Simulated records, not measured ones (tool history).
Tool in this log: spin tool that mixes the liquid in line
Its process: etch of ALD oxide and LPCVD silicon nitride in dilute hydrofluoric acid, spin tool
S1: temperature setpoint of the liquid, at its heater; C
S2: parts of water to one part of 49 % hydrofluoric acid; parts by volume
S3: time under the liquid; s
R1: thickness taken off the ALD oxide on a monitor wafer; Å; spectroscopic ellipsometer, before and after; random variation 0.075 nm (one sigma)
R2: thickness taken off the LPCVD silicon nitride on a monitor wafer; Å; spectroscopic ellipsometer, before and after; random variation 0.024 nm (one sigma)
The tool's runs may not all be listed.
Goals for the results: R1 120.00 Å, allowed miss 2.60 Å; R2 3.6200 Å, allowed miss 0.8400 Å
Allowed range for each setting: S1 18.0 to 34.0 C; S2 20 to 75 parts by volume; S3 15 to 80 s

| run | hour | S1 | S2 | S3 | R1 | R2 |
|---|---|---|---|---|---|---|
| 1 | 0.0 | 26.0 | 45 | 40 | 146.64 | 4.4973 |
| 2 | 6.1 | 26.0 | 35 | 40 | 192.41 | 6.0816 |
| 3 | 13.5 | 25.5 | 35 | 40 | 189.06 | 5.4917 |
| 4 | 22.5 | 25.0 | 35 | 40 | 186.59 | 5.0006 |
| 5 | 30.2 | 25.0 | 35 | 55 | 255.28 | 6.7317 |
| 6 | 36.1 | 25.0 | 40 | 55 | 225.18 | 6.1423 |
| 7 | 43.8 | 24.5 | 40 | 55 | 219.01 | 6.3326 |
| 8 | 48.0 | 24.0 | 40 | 55 | 215.83 | 5.8172 |
| 9 | 49.7 | 23.5 | 40 | 55 | 208.92 | 6.4193 |
| 10 | 56.2 | 23.0 | 40 | 55 | 203.79 | 5.7975 |
| 11 | 59.9 | 22.5 | 40 | 55 | 198.66 | 6.1634 |
| 12 | 63.6 | 22.0 | 40 | 55 | 196.06 | 5.4579 |
| 13 | 66.7 | 21.5 | 40 | 55 | 192.32 | 4.7485 |
| 14 | 72.0 | 20.5 | 50 | 55 | 145.61 | 3.6600 |
| 15 | 75.4 | 19.0 | 55 | 55 | 125.21 | 3.4226 |

Which one of the following 4 next-run settings gets every result inside its allowed miss? There is exactly one.
| A | 78.8 | 26.5 | 75 | 60 | ? | ? |
| B | 78.8 | 22.5 | 50 | 45 | ? | ? |
| C | 78.8 | 18.0 | 40 | 45 | ? | ? |
| D | 78.8 | 25.0 | 65 | 50 | ? | ? |

| move | R1 | R2 |
|---|---|---|
| A | 130.62 | 4.6247 |
| B | 129.12 | 3.9556 |
| C | 134.90 | 3.5933 |
| D | 119.90 | 4.0211 |
A: moves away from the targets compared with the last run
B: moves away from the targets compared with the last run
C: moves away from the targets compared with the last run
D: every result lands within tolerance
The move that meets every target is D.
